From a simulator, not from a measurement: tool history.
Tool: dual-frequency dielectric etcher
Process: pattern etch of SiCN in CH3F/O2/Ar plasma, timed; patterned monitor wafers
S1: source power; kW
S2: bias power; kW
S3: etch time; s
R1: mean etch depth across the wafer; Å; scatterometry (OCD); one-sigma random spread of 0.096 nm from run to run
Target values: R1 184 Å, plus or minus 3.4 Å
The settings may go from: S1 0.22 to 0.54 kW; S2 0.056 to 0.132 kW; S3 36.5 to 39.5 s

Run 1, hour 0: S1 0.38 kW, S2 0.094 kW, S3 39.5 s. Result: R1 166.15 Å.
Run 2, hour 2.1: S1 0.38 kW, S2 0.094 kW, S3 36.5 s. Result: R1 153.8 Å.
Run 3, hour 10: S1 0.38 kW, S2 0.094 kW, S3 39.5 s. Result: R1 166.12 Å.
Run 4, hour 17.2: S1 0.4 kW, S2 0.095 kW, S3 39.5 s. Result: R1 171.01 Å.
Run 5, hour 19.4: S1 0.41 kW, S2 0.095 kW, S3 39.5 s. Result: R1 172.7 Å.
Run 6, hour 20.6: S1 0.34 kW, S2 0.095 kW, S3 39.5 s. Result: R1 160.94 Å.
Run 7, hour 26.8: S1 0.37 kW, S2 0.096 kW, S3 39.5 s. Result: R1 166.64 Å.
Run 8, hour 33.7: S1 0.39 kW, S2 0.097 kW, S3 39.5 s. Result: R1 169.62 Å.
Run 9, hour 42.7: S1 0.41 kW, S2 0.098 kW, S3 39.5 s. Result: R1 173.79 Å.

Below are 4 possible settings for the next run. Only one of them brings all results inside the allowed miss of their targets. Which is it?
Run A, hour 51.7: S1 0.44 kW, S2 0.101 kW, S3 37 s. Result: R1 ?.
Run B, hour 51.7: S1 0.42 kW, S2 0.094 kW, S3 36.5 s. Result: R1 ?.
Run C, hour 51.7: S1 0.47 kW, S2 0.096 kW, S3 39.5 s. Result: R1 ?.
Run D, hour 51.7: S1 0.46 kW, S2 0.118 kW, S3 36.5 s. Result: R1 ?.

move      R1
   A  168.16
   B  159.56
   C  181.77
   D  176.68
A: misses by more than the last run did
B: misses by more than the last run did
C: all results in spec
D: gains on the last run, yet a result remains outside its allowed miss
Move C is the one to make.

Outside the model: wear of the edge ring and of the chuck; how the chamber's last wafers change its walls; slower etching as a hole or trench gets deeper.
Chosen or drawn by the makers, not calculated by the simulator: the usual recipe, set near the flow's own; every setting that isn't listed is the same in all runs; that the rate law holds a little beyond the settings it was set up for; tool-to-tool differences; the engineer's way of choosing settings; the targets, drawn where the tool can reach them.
